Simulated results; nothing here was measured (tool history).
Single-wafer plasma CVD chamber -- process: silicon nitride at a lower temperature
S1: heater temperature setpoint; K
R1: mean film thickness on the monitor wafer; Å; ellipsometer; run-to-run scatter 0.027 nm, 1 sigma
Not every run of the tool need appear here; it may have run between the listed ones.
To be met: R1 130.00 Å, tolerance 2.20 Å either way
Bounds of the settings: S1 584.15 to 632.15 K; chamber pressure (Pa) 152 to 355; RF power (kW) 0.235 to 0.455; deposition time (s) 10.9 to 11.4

Run 1, day 0.000: S1 608.15 K, chamber pressure (Pa) 253, RF power (kW) 0.345, deposition time (s) 11.4. Result: R1 145.13 Å.
Run 2, day 0.304: S1 608.15 K, chamber pressure (Pa) 227, RF power (kW) 0.340, deposition time (s) 11.4. Result: R1 140.10 Å.
Run 3, day 0.425: S1 598.15 K, chamber pressure (Pa) 227, RF power (kW) 0.340, deposition time (s) 11.4. Result: R1 140.10 Å.
Run 4, day 0.529: S1 598.15 K, chamber pressure (Pa) 208, RF power (kW) 0.335, deposition time (s) 11.4. Result: R1 137.07 Å.
Run 5, day 0.550: S1 598.15 K, chamber pressure (Pa) 208, RF power (kW) 0.285, deposition time (s) 11.4. Result: R1 126.03 Å.
Run 6, day 0.688: S1 598.15 K, chamber pressure (Pa) 208, RF power (kW) 0.285, deposition time (s) 10.9. Result: R1 120.27 Å.
Run 7, day 1.021: S1 598.15 K, chamber pressure (Pa) 228, RF power (kW) 0.290, deposition time (s) 10.9. Result: R1 123.96 Å.
Run 8, day 1.158: S1 598.15 K, chamber pressure (Pa) 240, RF power (kW) 0.295, deposition time (s) 10.9. Result: R1 126.31 Å.
Run 9, day 1.208: S1 598.15 K, chamber pressure (Pa) 248, RF power (kW) 0.295, deposition time (s) 10.9. Result: R1 126.83 Å.

Which single option among these 4 for the next run brings every result within its allowed miss of target? Just one does.
Run A, day 1.258: S1 594.15 K, chamber pressure (Pa) 223, RF power (kW) 0.295, deposition time (s) 10.9. Result: R1 ?.
Run B, day 1.258: S1 598.15 K, chamber pressure (Pa) 260, RF power (kW) 0.275, deposition time (s) 10.9. Result: R1 ?.
Run C, day 1.258: S1 597.15 K, chamber pressure (Pa) 252, RF power (kW) 0.280, deposition time (s) 11.4. Result: R1 ?.
Run D, day 1.258: S1 592.15 K, chamber pressure (Pa) 185, RF power (kW) 0.295, deposition time (s) 11.1. Result: R1 ?.

move      R1
   A  124.12
   B  123.46
   C  129.52
   D  121.63
A: misses by more than the last run did
B: misses by more than the last run did
C: all results in spec
D: misses by more than the last run did
So the answer is move C, the one that meets all the targets.
